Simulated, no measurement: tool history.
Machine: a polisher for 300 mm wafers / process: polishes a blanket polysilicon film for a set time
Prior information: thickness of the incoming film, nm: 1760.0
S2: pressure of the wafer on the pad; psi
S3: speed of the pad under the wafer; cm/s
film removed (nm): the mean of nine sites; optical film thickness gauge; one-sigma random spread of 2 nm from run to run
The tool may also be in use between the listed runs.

{"run": 1, "hour": 0.0, "flow of slurry (ml/min)": 200, "S2": 3, "S3": 78, "polishing time (s)": 96, "film removed (nm)": 501.85}
{"run": 2, "hour": 4.0, "flow of slurry (ml/min)": 195, "S2": 2.7, "S3": 78, "polishing time (s)": 96, "film removed (nm)": 449.51}
{"run": 3, "hour": 7.2, "flow of slurry (ml/min)": 185, "S2": 2.5, "S3": 78, "polishing time (s)": 96, "film removed (nm)": 412.32}
{"run": 4, "hour": 15.0, "flow of slurry (ml/min)": 175, "S2": 2.4, "S3": 78, "polishing time (s)": 96, "film removed (nm)": 393.41}
{"run": 5, "hour": 16.0, "flow of slurry (ml/min)": 155, "S2": 2.4, "S3": 78, "polishing time (s)": 96, "film removed (nm)": 387.16}
{"run": 6, "hour": 23.2, "flow of slurry (ml/min)": 155, "S2": 2.4, "S3": 78, "polishing time (s)": 100, "film removed (nm)": 399.09}
{"run": 7, "hour": 27.1, "flow of slurry (ml/min)": 150, "S2": 2.3, "S3": 78, "polishing time (s)": 100, "film removed (nm)": 386.8}

What does the tool deliver on the next run?
{"run": 8, "hour": 28.1, "flow of slurry (ml/min)": 145, "S2": 2.2, "S3": 78, "polishing time (s)": 100, "film removed (nm)": "?"}

film removed (nm): 367.45
